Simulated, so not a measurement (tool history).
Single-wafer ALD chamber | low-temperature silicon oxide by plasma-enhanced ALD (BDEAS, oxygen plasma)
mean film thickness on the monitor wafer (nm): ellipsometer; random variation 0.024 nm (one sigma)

run	hour	heater temperature setpoint (deg C)	number of ALD cycles (cycles)	mean film thickness on the monitor wafer (nm)
1	0.0	105	61	8.3279
2	7.9	105	60	8.2033
3	14.4	105	59	8.1050
4	21.6	105	64	8.7790
5	28.1	114	64	8.6207
6	32.4	118	64	8.5740
7	36.7	118	62	8.3031
8	42.4	118	61	8.1514

Run 9 comes next. What will it give?
9	49.5	118	60	?

Run 9 gave mean film thickness on the monitor wafer (nm) 8.0000.
